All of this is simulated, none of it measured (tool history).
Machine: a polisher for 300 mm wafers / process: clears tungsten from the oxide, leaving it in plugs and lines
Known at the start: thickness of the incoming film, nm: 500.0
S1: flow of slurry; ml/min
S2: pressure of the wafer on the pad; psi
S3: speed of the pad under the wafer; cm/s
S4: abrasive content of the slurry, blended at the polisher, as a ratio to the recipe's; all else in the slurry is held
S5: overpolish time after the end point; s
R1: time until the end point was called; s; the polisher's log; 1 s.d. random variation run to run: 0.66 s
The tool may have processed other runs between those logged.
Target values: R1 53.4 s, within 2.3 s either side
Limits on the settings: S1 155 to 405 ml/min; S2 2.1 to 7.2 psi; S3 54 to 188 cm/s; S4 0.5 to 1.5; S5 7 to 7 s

Run 1, day 0: S1 260 ml/min, S2 4.6 psi, S3 120 cm/s, S4 1, S5 7 s. Result: R1 79.462 s.
Run 2, day 0.058: S1 260 ml/min, S2 5.1 psi, S3 120 cm/s, S4 1, S5 7 s. Result: R1 74.618 s.
Run 3, day 0.15: S1 320 ml/min, S2 5.1 psi, S3 120 cm/s, S4 1, S5 7 s. Result: R1 71.958 s.
Run 4, day 0.217: S1 320 ml/min, S2 5.5 psi, S3 120 cm/s, S4 1, S5 7 s. Result: R1 66.694 s.
Run 5, day 0.479: S1 290 ml/min, S2 5.5 psi, S3 120 cm/s, S4 1, S5 7 s. Result: R1 67.684 s.
Run 6, day 0.762: S1 290 ml/min, S2 5.9 psi, S3 120 cm/s, S4 1, S5 7 s. Result: R1 63.385 s.
Run 7, day 0.921: S1 290 ml/min, S2 6.2 psi, S3 120 cm/s, S4 1, S5 7 s. Result: R1 61.723 s.
Run 8, day 0.979: S1 295 ml/min, S2 6.4 psi, S3 120 cm/s, S4 1, S5 7 s. Result: R1 58.8 s.
Run 9, day 1.262: S1 295 ml/min, S2 6.6 psi, S3 120 cm/s, S4 1, S5 7 s. Result: R1 58.02 s.
Run 10, day 1.354: S1 295 ml/min, S2 6.7 psi, S3 120 cm/s, S4 1, S5 7 s. Result: R1 56.516 s.
Run 11, day 1.608: S1 295 ml/min, S2 6.8 psi, S3 120 cm/s, S4 1, S5 7 s. Result: R1 56.086 s.

Exactly one of the 4 candidate moves below puts every result within its allowed miss. Which one?
Run A, day 1.862: S1 235 ml/min, S2 5.6 psi, S3 146 cm/s, S4 0.75, S5 7 s. Result: R1 ?.
Run B, day 1.862: S1 340 ml/min, S2 6.6 psi, S3 144 cm/s, S4 1.05, S5 7 s. Result: R1 ?.
Run C, day 1.862: S1 280 ml/min, S2 6.7 psi, S3 116 cm/s, S4 0.95, S5 7 s. Result: R1 ?.
Run D, day 1.862: S1 305 ml/min, S2 7.1 psi, S3 122 cm/s, S4 1, S5 7 s. Result: R1 ?.

move      R1
   A  59.041
   B  47.282
   C  59.596
   D  52.989
A: the biggest miss grows against the last run
B: takes the biggest miss from the last run beyond its target
C: the biggest miss grows against the last run
D: all results land within tolerance of their targets
D meets every target.
